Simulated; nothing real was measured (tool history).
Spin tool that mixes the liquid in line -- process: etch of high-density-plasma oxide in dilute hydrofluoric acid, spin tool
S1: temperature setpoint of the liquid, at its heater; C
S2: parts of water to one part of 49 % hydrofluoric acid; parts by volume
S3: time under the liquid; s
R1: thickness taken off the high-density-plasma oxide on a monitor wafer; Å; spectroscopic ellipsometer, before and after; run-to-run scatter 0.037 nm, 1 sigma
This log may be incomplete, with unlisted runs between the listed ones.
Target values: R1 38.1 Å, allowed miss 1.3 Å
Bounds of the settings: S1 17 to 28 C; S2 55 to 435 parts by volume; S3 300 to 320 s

run	hour	S1	S2	S3	R1
1	0	20	245	300	46.541
2	1.2	19.5	250	300	44.584
3	2.1	19	255	300	43.509
4	8.9	18.5	260	300	41.655
5	10.8	18	265	300	40.848
6	13.6	20	265	300	42.624
7	21.3	19.5	270	300	41.268
8	27.5	19	270	300	41.003
9	31.3	18.5	270	300	39.95

5 candidate next runs follow, results not yet known. Just one meets every target within its allowed miss. Identify it.
A	35.1	17	265	300	?
B	35.1	17.5	305	320	?
C	35.1	17	280	300	?
D	35.1	19.5	270	300	?
E	35.1	20.5	315	300	?

move	R1
A	38.606
B	35.247
C	36.072
D	41.477
E	35.418
A: all results in spec
B: takes the biggest miss from the last run beyond its target
C: takes the biggest miss from the last run beyond its target
D: misses by more than the last run did
E: takes the biggest miss from the last run beyond its target
The right move is A.

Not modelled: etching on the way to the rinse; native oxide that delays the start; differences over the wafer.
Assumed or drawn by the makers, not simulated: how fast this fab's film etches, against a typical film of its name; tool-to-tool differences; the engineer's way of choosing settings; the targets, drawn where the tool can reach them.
